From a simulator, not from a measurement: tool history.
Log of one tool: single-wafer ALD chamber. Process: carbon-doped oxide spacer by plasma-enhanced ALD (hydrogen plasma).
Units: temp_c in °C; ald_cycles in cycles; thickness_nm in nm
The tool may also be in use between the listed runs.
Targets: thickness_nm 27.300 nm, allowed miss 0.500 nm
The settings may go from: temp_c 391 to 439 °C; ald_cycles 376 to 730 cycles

run,day,temp_c,ald_cycles,thickness_nm
1,0.000,415,553,29.646
2,0.179,415,585,31.601
3,0.512,424,585,30.124
4,0.588,424,635,32.958
5,0.696,424,686,35.665
6,0.912,427,650,33.848
7,1.008,428,617,31.691
8,1.304,430,596,30.412
9,1.529,431,581,29.321
10,1.862,432,573,29.082
11,1.950,433,565,28.562
12,2.083,434,559,28.173
13,2.262,435,555,27.964

Which of these 4 next moves meets every target?
A,2.442,432,564,?
B,2.442,433,568,?
C,2.442,424,548,?
D,2.442,434,540,?

move,thickness_nm
A,28.314
B,28.432
C,28.149
D,26.952
A: further off than the last run
B: further off than the last run
C: further off than the last run
D: meets every target
Answer: D
